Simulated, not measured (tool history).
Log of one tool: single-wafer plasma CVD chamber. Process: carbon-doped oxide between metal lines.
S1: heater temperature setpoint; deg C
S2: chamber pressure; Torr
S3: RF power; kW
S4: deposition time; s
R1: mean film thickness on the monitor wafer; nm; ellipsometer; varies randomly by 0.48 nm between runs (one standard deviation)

{"run": 1, "hour": 0.0, "S1": 350, "S2": 3.93, "S3": 0.385, "S4": 21.4, "R1": 81.229}
{"run": 2, "hour": 0.9, "S1": 350, "S2": 3.93, "S3": 0.385, "S4": 21.4, "R1": 81.255}
{"run": 3, "hour": 1.8, "S1": 350, "S2": 3.96, "S3": 0.395, "S4": 21.4, "R1": 83.525}
{"run": 4, "hour": 4.5, "S1": 354, "S2": 3.96, "S3": 0.395, "S4": 21.4, "R1": 81.98}
{"run": 5, "hour": 9.8, "S1": 353, "S2": 4.01, "S3": 0.4, "S4": 21.4, "R1": 83.567}
{"run": 6, "hour": 13.4, "S1": 353, "S2": 4.07, "S3": 0.405, "S4": 21.4, "R1": 85.119}
{"run": 7, "hour": 14.9, "S1": 353, "S2": 4.07, "S3": 0.405, "S4": 21.4, "R1": 84.467}

What does the tool deliver on the next run?
{"run": 8, "hour": 23.5, "S1": 352, "S2": 4.12, "S3": 0.41, "S4": 21.4, "R1": "?"}

{"run 8": {"R1": 86.998}}
